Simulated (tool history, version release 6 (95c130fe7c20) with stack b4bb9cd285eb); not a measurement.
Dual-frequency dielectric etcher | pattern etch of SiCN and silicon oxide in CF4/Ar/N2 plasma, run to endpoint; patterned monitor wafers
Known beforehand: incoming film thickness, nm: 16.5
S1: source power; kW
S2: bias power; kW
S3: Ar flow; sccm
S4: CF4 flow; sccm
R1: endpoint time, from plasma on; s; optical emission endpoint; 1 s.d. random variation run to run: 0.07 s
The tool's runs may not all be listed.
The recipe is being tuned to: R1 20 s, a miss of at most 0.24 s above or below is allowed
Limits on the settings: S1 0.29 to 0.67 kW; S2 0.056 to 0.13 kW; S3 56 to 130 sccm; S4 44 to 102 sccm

run  hour    S1     S2   S3  S4      R1
  1     0  0.48  0.093   93  73  17.738
  2     4  0.47  0.093   93  73  18.145
  3   5.7  0.46  0.093   93  73  18.471
  4     7  0.45  0.093   93  73  18.639
  5    10  0.45  0.093  107  73  19.113
  6  13.9  0.45  0.093  121  73  19.455
  7  21.9  0.45  0.093  121  73  19.481
  8  24.6  0.44  0.093  121  73  19.713

Exercise: of the 5 proposed moves below, exactly one satisfies all targets within the stated allowed misses. Which move is it?
  A  27.3  0.45  0.093  114  68   ?
  B  27.3  0.41  0.091  111  72   ?
  C  27.3  0.44  0.077  130  89   ?
  D  27.3  0.43   0.09  128  72   ?
  E  27.3  0.44  0.079  104  82   ?

move      R1
   A  19.382
   B  20.629
   C    20.5
   D  20.419
   E  19.928
A: misses by more than the last run did
B: takes the biggest miss from the last run beyond its target
C: takes the biggest miss from the last run beyond its target
D: takes the biggest miss from the last run beyond its target
E: every result lands within tolerance
The right move is E.
